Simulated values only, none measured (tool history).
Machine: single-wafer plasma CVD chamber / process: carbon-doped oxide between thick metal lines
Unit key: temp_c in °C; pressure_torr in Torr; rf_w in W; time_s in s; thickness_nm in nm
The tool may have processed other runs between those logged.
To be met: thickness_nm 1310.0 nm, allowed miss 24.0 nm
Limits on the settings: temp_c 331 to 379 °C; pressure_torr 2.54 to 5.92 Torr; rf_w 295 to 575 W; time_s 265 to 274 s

run  hour  temp_c  pressure_torr  rf_w  time_s  thickness_nm
  1   0.0     355           4.23   435     265        1191.4
  2   7.6     355           4.23   395     265        1081.1
  3   9.5     355           4.23   395     265        1086.3
  4  15.3     350           4.23   395     265        1101.3
  5  23.9     349           4.35   400     265        1113.0
  6  24.4     349           4.40   405     265        1127.8
  7  29.3     349           4.46   410     265        1141.2
  8  36.0     342           5.31   470     266        1362.5
  9  38.5     342           5.26   470     266        1367.5
 10  42.7     343           5.21   470     266        1349.6
 11  49.0     343           5.17   470     266        1343.9
 12  52.5     343           5.14   470     266        1338.1
 13  56.1     343           5.11   470     266        1340.4
 14  56.7     343           5.08   470     266        1351.5
 15  65.2     343           5.05   470     266        1351.3
 16  69.3     344           5.03   470     266        1339.5
 17  70.2     344           5.00   470     266        1352.4

5 candidate next runs follow, results not yet known. Just one meets every target within its allowed miss. Identify it.
  A  71.1     345           5.50   505     265             ?
  B  71.1     340           4.15   450     265             ?
  C  71.1     352           5.01   450     265             ?
  D  71.1     358           5.27   465     267             ?
  E  71.1     346           5.88   480     268             ?

move  thickness_nm
   A        1440.9
   B        1276.4
   C        1273.1
   D        1309.5
   E        1407.5
A: misses by more than the last run did
B: moves the result that the last run missed by most past its target, out the other side
C: moves the result that the last run missed by most past its target, out the other side
D: all results in spec
E: misses by more than the last run did
Correct choice: D, which meets every target
